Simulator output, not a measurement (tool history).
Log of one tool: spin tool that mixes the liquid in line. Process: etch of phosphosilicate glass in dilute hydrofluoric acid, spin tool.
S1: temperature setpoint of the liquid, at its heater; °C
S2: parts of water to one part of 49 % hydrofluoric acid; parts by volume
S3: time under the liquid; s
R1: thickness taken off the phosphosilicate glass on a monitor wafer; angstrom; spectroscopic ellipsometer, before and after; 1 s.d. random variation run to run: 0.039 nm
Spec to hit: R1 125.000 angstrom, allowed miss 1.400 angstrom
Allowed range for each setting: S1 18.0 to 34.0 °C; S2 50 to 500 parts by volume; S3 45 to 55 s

run  hour    S1   S2  S3       R1
  1   0.0  26.0  275  55  110.110
  2   8.8  24.0  275  55  102.820
  3  13.6  24.0  275  45   84.087
  4  18.6  24.0  360  45   59.084
  5  19.4  27.0  340  45   70.334
  6  26.4  29.0  315  45   82.951
  7  34.7  29.0  315  45   83.329
  8  39.1  30.5  300  45   93.214
  9  39.8  31.5  285  45  102.730
 10  47.5  32.0  275  45  109.700

Exactly one of the 4 candidate moves below puts every result within its allowed miss. Which one?
  A  55.2  31.5  270  50   ?
  B  55.2  32.5  300  55   ?
  C  55.2  29.0  250  50   ?
  D  55.2  32.0  255  45   ?

move       R1
   A  123.180
   B  121.570
   C  125.360
   D  121.430
A: closer than the last run, but not yet in spec
B: closer than the last run, but not yet in spec
C: hits every target within its allowed miss
D: closer than the last run, but not yet in spec
C meets every target.
